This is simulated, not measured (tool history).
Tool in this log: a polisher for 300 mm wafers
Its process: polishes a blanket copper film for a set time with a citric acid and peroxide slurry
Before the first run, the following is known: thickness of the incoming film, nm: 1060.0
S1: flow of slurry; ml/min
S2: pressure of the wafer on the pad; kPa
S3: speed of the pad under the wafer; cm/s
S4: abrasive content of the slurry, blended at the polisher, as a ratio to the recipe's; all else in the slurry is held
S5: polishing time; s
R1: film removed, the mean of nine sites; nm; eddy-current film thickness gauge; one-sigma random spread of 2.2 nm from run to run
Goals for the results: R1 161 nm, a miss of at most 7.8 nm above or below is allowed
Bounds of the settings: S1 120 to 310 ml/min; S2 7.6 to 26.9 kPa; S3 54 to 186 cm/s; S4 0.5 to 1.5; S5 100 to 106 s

Run 1, hour 0: S1 200 ml/min, S2 17.2 kPa, S3 118 cm/s, S4 1, S5 100 s. Result: R1 248.65 nm.
Run 2, hour 1.3: S1 200 ml/min, S2 21.4 kPa, S3 118 cm/s, S4 1, S5 100 s. Result: R1 305.85 nm.
Run 3, hour 2.6: S1 200 ml/min, S2 21.4 kPa, S3 118 cm/s, S4 0.85, S5 100 s. Result: R1 303.02 nm.
Run 4, hour 11: S1 200 ml/min, S2 23.4 kPa, S3 118 cm/s, S4 0.85, S5 100 s. Result: R1 325.83 nm.
Run 5, hour 12.8: S1 200 ml/min, S2 19.3 kPa, S3 116 cm/s, S4 0.85, S5 100 s. Result: R1 267.53 nm.
Run 6, hour 21.7: S1 200 ml/min, S2 19.3 kPa, S3 116 cm/s, S4 1.05, S5 100 s. Result: R1 281.72 nm.
Run 7, hour 29.9: S1 200 ml/min, S2 14.5 kPa, S3 110 cm/s, S4 1.05, S5 100 s. Result: R1 196.41 nm.
Run 8, hour 33.3: S1 200 ml/min, S2 11 kPa, S3 108 cm/s, S4 1.05, S5 100 s. Result: R1 152.48 nm.

Which of these 4 next moves meets every target?
Run A, hour 36.7: S1 195 ml/min, S2 10.3 kPa, S3 130 cm/s, S4 1.1, S5 106 s. Result: R1 ?.
Run B, hour 36.7: S1 140 ml/min, S2 11.7 kPa, S3 120 cm/s, S4 1.35, S5 105 s. Result: R1 ?.
Run C, hour 36.7: S1 165 ml/min, S2 15.9 kPa, S3 68 cm/s, S4 1.2, S5 106 s. Result: R1 ?.
Run D, hour 36.7: S1 145 ml/min, S2 15.9 kPa, S3 84 cm/s, S4 1.1, S5 100 s. Result: R1 ?.

move      R1
   A  180.34
   B  185.74
   C  148.36
   D  163.52
A: takes the biggest miss from the last run beyond its target
B: takes the biggest miss from the last run beyond its target
C: misses by more than the last run did
D: all results in spec
D is the move that brings every result within its allowed miss.

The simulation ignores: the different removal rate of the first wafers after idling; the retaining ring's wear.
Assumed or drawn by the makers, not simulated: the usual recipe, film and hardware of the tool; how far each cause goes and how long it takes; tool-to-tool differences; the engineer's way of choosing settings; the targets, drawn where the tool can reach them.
